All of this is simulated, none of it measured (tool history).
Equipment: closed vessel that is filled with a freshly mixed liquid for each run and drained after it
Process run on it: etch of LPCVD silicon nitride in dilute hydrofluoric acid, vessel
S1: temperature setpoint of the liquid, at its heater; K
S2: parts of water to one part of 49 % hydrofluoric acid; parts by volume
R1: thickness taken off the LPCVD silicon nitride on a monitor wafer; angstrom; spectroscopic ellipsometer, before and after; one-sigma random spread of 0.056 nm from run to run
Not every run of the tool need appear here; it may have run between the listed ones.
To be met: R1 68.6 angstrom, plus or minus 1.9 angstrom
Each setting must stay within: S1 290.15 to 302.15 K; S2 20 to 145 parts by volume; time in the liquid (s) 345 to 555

Run 1, day 0: S1 294.15 K, S2 80 parts by volume, time in the liquid (s) 555. Result: R1 33.243 angstrom.
Run 2, day 0.079: S1 296.65 K, S2 75 parts by volume, time in the liquid (s) 555. Result: R1 41.572 angstrom.
Run 3, day 0.129: S1 298.65 K, S2 70 parts by volume, time in the liquid (s) 555. Result: R1 51.046 angstrom.
Run 4, day 0.25: S1 298.65 K, S2 70 parts by volume, time in the liquid (s) 555. Result: R1 50.581 angstrom.
Run 5, day 0.5: S1 298.65 K, S2 90 parts by volume, time in the liquid (s) 555. Result: R1 39.494 angstrom.
Run 6, day 0.55: S1 299.65 K, S2 80 parts by volume, time in the liquid (s) 555. Result: R1 47.733 angstrom.
Run 7, day 0.754: S1 300.65 K, S2 75 parts by volume, time in the liquid (s) 555. Result: R1 53.895 angstrom.
Run 8, day 0.967: S1 301.15 K, S2 70 parts by volume, time in the liquid (s) 555. Result: R1 58.796 angstrom.
Run 9, day 1.117: S1 301.65 K, S2 65 parts by volume, time in the liquid (s) 555. Result: R1 66.645 angstrom.

Pick the move, out of 4, that brings all results within their allowed miss; only one does.
Run A, day 1.267: S1 300.65 K, S2 65 parts by volume, time in the liquid (s) 555. Result: R1 ?.
Run B, day 1.267: S1 302.15 K, S2 60 parts by volume, time in the liquid (s) 515. Result: R1 ?.
Run C, day 1.267: S1 302.15 K, S2 65 parts by volume, time in the liquid (s) 520. Result: R1 ?.
Run D, day 1.267: S1 302.15 K, S2 55 parts by volume, time in the liquid (s) 450. Result: R1 ?.

move      R1
   A  62.333
   B  69.018
   C  64.365
   D  65.736
A: moves away from the targets compared with the last run
B: in spec on every target
C: moves away from the targets compared with the last run
D: moves away from the targets compared with the last run
Go with B: it meets all targets.
